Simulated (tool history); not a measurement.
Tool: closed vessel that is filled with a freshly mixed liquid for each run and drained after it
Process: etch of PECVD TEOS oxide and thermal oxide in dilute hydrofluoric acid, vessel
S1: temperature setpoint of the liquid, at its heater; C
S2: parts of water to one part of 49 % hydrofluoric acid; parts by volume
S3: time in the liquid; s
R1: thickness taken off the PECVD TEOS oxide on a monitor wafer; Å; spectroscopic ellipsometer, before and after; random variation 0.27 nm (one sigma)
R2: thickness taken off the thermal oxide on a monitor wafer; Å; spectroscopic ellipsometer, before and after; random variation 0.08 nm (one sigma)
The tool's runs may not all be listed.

run,hour,S1,S2,S3,R1,R2
1,0,24,100,60,128.04,26.59
2,1.9,26,90,60,152.2,31.921
3,8.5,26,60,60,241.59,51.413
4,11.4,27,60,60,244.78,52.54
5,16.4,27.5,60,60,255.14,55.702
6,18.1,26,60,60,237.14,49.775
7,25.8,26.5,60,60,246.68,52.843
8,31.2,27,60,60,248.42,53.046

Forecast run 9:
9,39.8,27.5,60,60,?,?

Run 9 gave R1 254.41 Å, R2 54.308 Å.
